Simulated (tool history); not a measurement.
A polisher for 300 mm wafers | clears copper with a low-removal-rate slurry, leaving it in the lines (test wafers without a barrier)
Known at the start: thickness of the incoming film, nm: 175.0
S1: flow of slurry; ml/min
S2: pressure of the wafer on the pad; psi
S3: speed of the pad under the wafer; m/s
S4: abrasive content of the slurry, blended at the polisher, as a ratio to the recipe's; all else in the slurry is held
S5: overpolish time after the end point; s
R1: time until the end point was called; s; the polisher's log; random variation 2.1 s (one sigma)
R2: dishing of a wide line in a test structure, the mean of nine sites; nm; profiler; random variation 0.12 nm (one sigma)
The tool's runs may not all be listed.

{"run": 1, "hour": 0.0, "S1": 130, "S2": 2.0, "S3": 0.86, "S4": 1.0, "S5": 24, "R1": 122.22, "R2": 24.925}
{"run": 2, "hour": 1.3, "S1": 110, "S2": 2.0, "S3": 0.86, "S4": 1.0, "S5": 24, "R1": 127.85, "R2": 24.055}
{"run": 3, "hour": 4.0, "S1": 110, "S2": 1.6, "S3": 0.86, "S4": 1.0, "S5": 24, "R1": 152.09, "R2": 20.693}
{"run": 4, "hour": 11.7, "S1": 110, "S2": 1.6, "S3": 0.86, "S4": 1.0, "S5": 31, "R1": 152.91, "R2": 26.031}
{"run": 5, "hour": 16.7, "S1": 125, "S2": 1.5, "S3": 0.84, "S4": 1.0, "S5": 27, "R1": 157.52, "R2": 21.9}
{"run": 6, "hour": 21.5, "S1": 125, "S2": 1.5, "S3": 0.7, "S4": 1.0, "S5": 27, "R1": 187.97, "R2": 18.393}
{"run": 7, "hour": 24.2, "S1": 135, "S2": 1.5, "S3": 0.68, "S4": 1.1, "S5": 24, "R1": 187.33, "R2": 16.69}
{"run": 8, "hour": 31.3, "S1": 145, "S2": 1.5, "S3": 0.66, "S4": 1.0, "S5": 21, "R1": 192.94, "R2": 14.736}
{"run": 9, "hour": 32.1, "S1": 155, "S2": 1.5, "S3": 0.64, "S4": 1.1, "S5": 19, "R1": 194.19, "R2": 13.068}
{"run": 10, "hour": 35.9, "S1": 155, "S2": 1.5, "S3": 0.64, "S4": 1.1, "S5": 19, "R1": 189.12, "R2": 13.098}
{"run": 11, "hour": 42.7, "S1": 160, "S2": 1.4, "S3": 0.66, "S4": 1.15, "S5": 17, "R1": 197.54, "R2": 11.464}
{"run": 12, "hour": 50.5, "S1": 165, "S2": 1.3, "S3": 0.7, "S4": 1.2, "S5": 15, "R1": 190.33, "R2": 10.819}
{"run": 13, "hour": 54.7, "S1": 200, "S2": 0.9, "S3": 0.72, "S4": 1.45, "S5": 7, "R1": 227.83, "R2": 4.1978}
{"run": 14, "hour": 58.2, "S1": 200, "S2": 1.0, "S3": 0.72, "S4": 1.45, "S5": 7, "R1": 205.15, "R2": 4.6667}

Forecast run 15:
{"run": 15, "hour": 65.3, "S1": 195, "S2": 1.2, "S3": 0.72, "S4": 1.4, "S5": 7, "R1": "?", "R2": "?"}

Run 15 gave R1 184.51 s, R2 5.2572 nm.
